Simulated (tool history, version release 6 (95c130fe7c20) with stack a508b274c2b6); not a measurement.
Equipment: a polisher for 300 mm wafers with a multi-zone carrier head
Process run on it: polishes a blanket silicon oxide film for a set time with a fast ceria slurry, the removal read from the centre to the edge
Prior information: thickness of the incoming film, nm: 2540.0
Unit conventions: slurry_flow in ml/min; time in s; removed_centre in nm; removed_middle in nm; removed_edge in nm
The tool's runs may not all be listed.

run	hour	slurry_flow	centre_zone	middle_zone	edge_zone	time	removed_centre	removed_middle	removed_edge
1	0	270	1	1	1	55	468.1	472.81	458.33
2	0.7	285	1.02	1.05	1.03	56	494.89	511.08	480.54
3	8.2	300	1.04	1.09	1.05	56	501.17	525.76	491.81
4	10	310	1.05	1.12	1.04	57	516.43	546.04	490.66
5	12.3	310	0.98	1.12	1.04	57	485.88	558.66	486.24
6	15.9	310	0.98	1.05	1.04	57	485.5	521.1	485.89
7	23.9	315	1.01	1.08	1.04	58	506.56	545.48	502.04
8	31	320	1.03	1.11	1.04	59	527.19	568.76	505.63

Predict the results of run 9:
9	35	325	1.05	1.13	1.05	59	?	?	?

{"run 9": {"removed_centre": 539.52, "removed_middle": 570.57, "removed_edge": 505.33}}

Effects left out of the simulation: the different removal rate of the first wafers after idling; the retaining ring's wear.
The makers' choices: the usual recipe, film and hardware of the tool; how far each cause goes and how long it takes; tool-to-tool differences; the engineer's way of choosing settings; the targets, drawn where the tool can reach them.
